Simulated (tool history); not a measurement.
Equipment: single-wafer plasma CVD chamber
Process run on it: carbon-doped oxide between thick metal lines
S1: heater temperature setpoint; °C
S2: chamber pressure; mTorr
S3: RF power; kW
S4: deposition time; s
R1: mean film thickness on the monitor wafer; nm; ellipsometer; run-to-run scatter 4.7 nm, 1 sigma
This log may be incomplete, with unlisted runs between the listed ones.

| run | hour | S1 | S2 | S3 | S4 | R1 |
|---|---|---|---|---|---|---|
| 1 | 0 | 375 | 4520 | 0.57 | 213 | 1054.5 |
| 2 | 6.9 | 375 | 4520 | 0.57 | 213 | 1056.5 |
| 3 | 8.4 | 376 | 4400 | 0.545 | 213 | 1021.8 |
| 4 | 14.1 | 376 | 4400 | 0.615 | 213 | 1109.6 |
| 5 | 20.7 | 377 | 4310 | 0.58 | 213 | 1063.7 |
| 6 | 28.8 | 377 | 4310 | 0.58 | 213 | 1066 |
| 7 | 31.8 | 377 | 4280 | 0.55 | 213 | 1017.6 |

Forecast run 8:
| 8 | 33.5 | 377 | 4190 | 0.535 | 213 | ? |

{"run 8": {"R1": 1003.9}}
